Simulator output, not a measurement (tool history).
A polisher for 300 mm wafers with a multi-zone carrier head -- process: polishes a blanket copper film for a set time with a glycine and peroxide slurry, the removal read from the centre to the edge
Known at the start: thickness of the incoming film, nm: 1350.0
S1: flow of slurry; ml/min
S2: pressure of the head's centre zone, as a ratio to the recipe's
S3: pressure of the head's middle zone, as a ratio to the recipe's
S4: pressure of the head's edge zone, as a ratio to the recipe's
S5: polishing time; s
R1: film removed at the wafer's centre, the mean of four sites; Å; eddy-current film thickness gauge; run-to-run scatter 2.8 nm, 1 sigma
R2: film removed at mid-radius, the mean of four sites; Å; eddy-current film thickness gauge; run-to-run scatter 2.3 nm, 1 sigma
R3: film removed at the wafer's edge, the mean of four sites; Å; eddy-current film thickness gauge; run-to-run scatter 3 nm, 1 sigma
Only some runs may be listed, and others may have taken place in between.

{"run": 1, "hour": 0.0, "S1": 245, "S2": 1.0, "S3": 1.0, "S4": 1.0, "S5": 82, "R1": 4072.9, "R2": 4108.7, "R3": 4182.6}
{"run": 2, "hour": 4.4, "S1": 235, "S2": 0.96, "S3": 0.99, "S4": 0.97, "S5": 81, "R1": 3852.4, "R2": 3924.1, "R3": 4113.5}
{"run": 3, "hour": 7.7, "S1": 235, "S2": 0.96, "S3": 0.99, "S4": 0.93, "S5": 81, "R1": 3852.5, "R2": 4004.1, "R3": 3987.6}
{"run": 4, "hour": 15.5, "S1": 235, "S2": 0.96, "S3": 0.91, "S4": 0.93, "S5": 81, "R1": 3855.6, "R2": 3677.7, "R3": 4045.0}
{"run": 5, "hour": 21.7, "S1": 225, "S2": 0.93, "S3": 0.93, "S4": 0.91, "S5": 80, "R1": 3708.4, "R2": 3693.6, "R3": 3909.4}
{"run": 6, "hour": 26.4, "S1": 215, "S2": 0.9, "S3": 0.94, "S4": 0.9, "S5": 80, "R1": 3494.4, "R2": 3678.2, "R3": 3905.6}
{"run": 7, "hour": 35.5, "S1": 210, "S2": 0.89, "S3": 0.95, "S4": 0.88, "S5": 80, "R1": 3429.1, "R2": 3712.8, "R3": 3919.9}
{"run": 8, "hour": 42.9, "S1": 215, "S2": 0.88, "S3": 1.03, "S4": 0.81, "S5": 75, "R1": 3245.6, "R2": 3778.5, "R3": 3554.1}

Run 9 has not been measured yet. What should we expect?
{"run": 9, "hour": 50.5, "S1": 215, "S2": 0.88, "S3": 1.03, "S4": 0.82, "S5": 75, "R1": "?", "R2": "?", "R3": "?"}

R1: 3237.6 Å
R2: 3744.0 Å
R3: 3510.6 Å

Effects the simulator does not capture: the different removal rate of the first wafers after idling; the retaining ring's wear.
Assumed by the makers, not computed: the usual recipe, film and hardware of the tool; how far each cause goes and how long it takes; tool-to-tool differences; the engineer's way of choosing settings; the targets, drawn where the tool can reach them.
